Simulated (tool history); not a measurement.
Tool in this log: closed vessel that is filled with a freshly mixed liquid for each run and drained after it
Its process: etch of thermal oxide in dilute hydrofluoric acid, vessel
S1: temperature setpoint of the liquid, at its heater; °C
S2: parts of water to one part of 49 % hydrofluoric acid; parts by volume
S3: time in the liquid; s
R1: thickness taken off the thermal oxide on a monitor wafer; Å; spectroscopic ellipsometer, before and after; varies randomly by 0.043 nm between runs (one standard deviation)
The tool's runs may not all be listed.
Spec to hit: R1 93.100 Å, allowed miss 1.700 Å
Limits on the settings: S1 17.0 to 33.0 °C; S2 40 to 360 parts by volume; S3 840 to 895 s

| run | hour | S1 | S2 | S3 | R1 |
|---|---|---|---|---|---|
| 1 | 0.0 | 25.0 | 200 | 840 | 175.770 |
| 2 | 2.0 | 25.0 | 230 | 840 | 149.840 |
| 3 | 8.1 | 24.0 | 235 | 840 | 140.100 |
| 4 | 13.5 | 23.0 | 240 | 840 | 131.360 |
| 5 | 19.5 | 22.0 | 245 | 840 | 124.090 |
| 6 | 28.7 | 20.5 | 245 | 840 | 116.760 |
| 7 | 34.0 | 20.0 | 250 | 840 | 113.290 |
| 8 | 39.3 | 19.5 | 255 | 840 | 108.120 |
| 9 | 40.8 | 19.0 | 255 | 840 | 105.630 |
| 10 | 48.8 | 18.5 | 255 | 840 | 104.540 |
| 11 | 52.0 | 17.5 | 260 | 840 | 97.048 |

Which one of the following 4 next-run settings gets every result inside its allowed miss? There is exactly one.
| A | 55.2 | 17.0 | 260 | 865 | ? |
| B | 55.2 | 17.0 | 260 | 845 | ? |
| C | 55.2 | 18.0 | 280 | 870 | ? |
| D | 55.2 | 17.0 | 265 | 880 | ? |

| move | R1 |
|---|---|
| A | 99.349 |
| B | 97.052 |
| C | 94.746 |
| D | 98.738 |
A: its largest miss is bigger than the last run's
B: no nearer and no further than the last run
C: every result lands within tolerance
D: its largest miss is bigger than the last run's
So the answer is move C, the one that meets all the targets.
